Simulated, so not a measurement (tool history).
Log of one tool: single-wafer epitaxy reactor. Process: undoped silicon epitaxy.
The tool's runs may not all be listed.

| run | hour | wafer temperature setpoint (pyrometer-controlled) (deg C) | deposition time (s) | mean film thickness on the monitor wafer (Å) |
|---|---|---|---|---|
| 1 | 0 | 645 | 389 | 668.12 |
| 2 | 4.2 | 643 | 389 | 641.52 |
| 3 | 6.3 | 641 | 389 | 608.2 |
| 4 | 10.4 | 635 | 389 | 520.21 |
| 5 | 19.5 | 625 | 389 | 402.38 |
| 6 | 21.8 | 626 | 389 | 412.71 |

The next listed run, before its measurement:
| 7 | 27.3 | 627 | 389 | ? |

mean film thickness on the monitor wafer (Å): 424.35
